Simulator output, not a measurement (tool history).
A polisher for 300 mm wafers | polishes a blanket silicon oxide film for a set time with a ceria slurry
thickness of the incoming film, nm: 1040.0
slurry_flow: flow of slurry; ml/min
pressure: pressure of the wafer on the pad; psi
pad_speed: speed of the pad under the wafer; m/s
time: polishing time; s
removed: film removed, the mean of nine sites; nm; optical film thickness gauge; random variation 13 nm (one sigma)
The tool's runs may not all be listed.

run  hour  slurry_flow  pressure  pad_speed  time  removed
  1     0          265       3.8       1.22    76    622.1
  2   6.3          265       3.8       1.22    76    603.1
  3   8.9          265       4.1       1.22    76   639.86
  4    11          265       4.4       1.24    76    681.5
  5  18.8          265       4.4       1.24    76   695.03
  6  26.2          265       4.4       1.46    76   774.68
  7  30.8          265       4.5       1.46    76   797.91
  8  36.3          265       4.6       1.46    76   772.94
  9  38.4          265       4.7       1.48    76   814.25

Run 10 comes next. What will it give?
 10  41.5          265       4.7       1.48    76        ?

{"run 10": {"removed": 802.29}}

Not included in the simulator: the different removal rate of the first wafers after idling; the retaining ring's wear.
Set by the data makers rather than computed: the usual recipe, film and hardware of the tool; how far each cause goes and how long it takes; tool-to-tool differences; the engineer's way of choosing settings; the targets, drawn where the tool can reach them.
